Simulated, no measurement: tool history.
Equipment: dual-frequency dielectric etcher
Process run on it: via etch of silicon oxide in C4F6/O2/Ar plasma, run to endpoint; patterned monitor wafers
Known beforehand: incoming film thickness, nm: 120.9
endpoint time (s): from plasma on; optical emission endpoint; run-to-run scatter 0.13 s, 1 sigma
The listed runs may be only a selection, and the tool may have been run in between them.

run	hour	bias power (W)	source power (W)	Ar flow (sccm)	endpoint time (s)
1	0	536	270	230	27.377
2	4.5	444	270	230	29.558
3	8.8	420	250	241	31.266
4	17	400	230	245	33.321
5	25	400	270	245	30.855
6	32.9	384	250	248	32.874

What does the tool deliver on the next run?
7	38.8	322	190	260	?

endpoint time (s): 40.781
